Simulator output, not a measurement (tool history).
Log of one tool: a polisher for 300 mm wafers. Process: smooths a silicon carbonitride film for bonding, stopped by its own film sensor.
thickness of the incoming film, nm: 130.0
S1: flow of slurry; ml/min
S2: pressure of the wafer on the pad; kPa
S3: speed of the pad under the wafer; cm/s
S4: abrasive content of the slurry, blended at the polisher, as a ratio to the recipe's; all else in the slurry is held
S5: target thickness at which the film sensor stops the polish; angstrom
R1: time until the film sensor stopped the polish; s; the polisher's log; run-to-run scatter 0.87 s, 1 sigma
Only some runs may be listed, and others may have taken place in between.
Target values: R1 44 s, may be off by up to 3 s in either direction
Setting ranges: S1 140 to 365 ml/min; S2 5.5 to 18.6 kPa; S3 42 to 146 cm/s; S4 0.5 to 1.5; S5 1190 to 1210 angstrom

run,hour,S1,S2,S3,S4,S5,R1
1,0,235,11.7,94,1,1190,65.643
2,6.8,235,9.7,94,1,1190,77.351
3,14.2,235,9.7,94,1,1190,77.357
4,20.5,235,7.6,94,1,1190,92.53
5,26.4,235,9.7,94,1,1190,76.54
6,30,235,9.7,104,1,1190,71.179
7,37.9,235,13.1,114,1,1190,48.607
8,43.2,235,13.8,114,1,1190,47.253

Which one of the following 5 next-run settings gets every result inside its allowed miss? There is exactly one.
A,48.5,215,14.5,114,0.9,1210,?
B,48.5,265,15.2,114,1,1200,?
C,48.5,255,14.5,136,0.75,1210,?
D,48.5,205,13.1,124,0.95,1200,?
E,48.5,195,15.9,94,0.95,1190,?

move,R1
A,39.688
B,39.233
C,36.241
D,44.426
E,51.93
A: takes the result that was furthest off past its target
B: takes the result that was furthest off past its target
C: takes the result that was furthest off past its target
D: every result lands within tolerance
E: moves away from the targets compared with the last run
The right move is D.
